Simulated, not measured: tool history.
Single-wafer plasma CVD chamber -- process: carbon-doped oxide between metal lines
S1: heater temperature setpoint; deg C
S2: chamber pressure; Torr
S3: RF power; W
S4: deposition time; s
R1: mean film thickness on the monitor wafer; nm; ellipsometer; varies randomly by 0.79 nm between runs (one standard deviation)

{"run": 1, "hour": 0.0, "S1": 370, "S2": 6.19, "S3": 615, "S4": 27.3, "R1": 156.16}
{"run": 2, "hour": 3.9, "S1": 370, "S2": 6.19, "S3": 565, "S4": 27.3, "R1": 146.13}
{"run": 3, "hour": 6.0, "S1": 370, "S2": 6.19, "S3": 500, "S4": 27.3, "R1": 130.33}
{"run": 4, "hour": 10.5, "S1": 377, "S2": 6.19, "S3": 500, "S4": 27.3, "R1": 127.26}
{"run": 5, "hour": 13.1, "S1": 377, "S2": 6.19, "S3": 500, "S4": 27.3, "R1": 129.68}
{"run": 6, "hour": 16.1, "S1": 377, "S2": 6.19, "S3": 430, "S4": 27.3, "R1": 105.52}
{"run": 7, "hour": 23.9, "S1": 375, "S2": 6.44, "S3": 460, "S4": 27.3, "R1": 117.94}
{"run": 8, "hour": 32.6, "S1": 372, "S2": 7.08, "S3": 470, "S4": 27.3, "R1": 122.71}

Run 9 is up next; what results do you expect?
{"run": 9, "hour": 33.6, "S1": 369, "S2": 7.44, "S3": 480, "S4": 27.3, "R1": "?"}

Run 9 gave R1 126.95 nm.
